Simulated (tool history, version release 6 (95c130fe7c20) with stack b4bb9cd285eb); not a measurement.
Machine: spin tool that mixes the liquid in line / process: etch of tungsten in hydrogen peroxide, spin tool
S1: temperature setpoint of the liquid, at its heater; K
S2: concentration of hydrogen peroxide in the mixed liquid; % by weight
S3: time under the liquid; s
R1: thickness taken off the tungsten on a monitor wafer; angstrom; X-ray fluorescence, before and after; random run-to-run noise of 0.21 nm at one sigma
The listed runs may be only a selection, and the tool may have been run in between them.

run 1 hour=0.0 | S1=321.15 S2=20.5 S3=55 | R1=371.95
run 2 hour=2.6 | S1=321.15 S2=20.5 S3=55 | R1=369.53
run 3 hour=4.2 | S1=315.65 S2=20.5 S3=55 | R1=262.67
run 4 hour=10.8 | S1=317.65 S2=20.5 S3=55 | R1=297.72
run 5 hour=16.8 | S1=319.15 S2=20.5 S3=55 | R1=328.04
run 6 hour=23.4 | S1=319.15 S2=23.5 S3=55 | R1=350.58
run 7 hour=29.3 | S1=320.65 S2=23.5 S3=55 | R1=384.87

Expected results for the next run?
run 8 hour=36.3 | S1=321.65 S2=23.5 S3=55 | R1=?

R1: 409.49 angstrom

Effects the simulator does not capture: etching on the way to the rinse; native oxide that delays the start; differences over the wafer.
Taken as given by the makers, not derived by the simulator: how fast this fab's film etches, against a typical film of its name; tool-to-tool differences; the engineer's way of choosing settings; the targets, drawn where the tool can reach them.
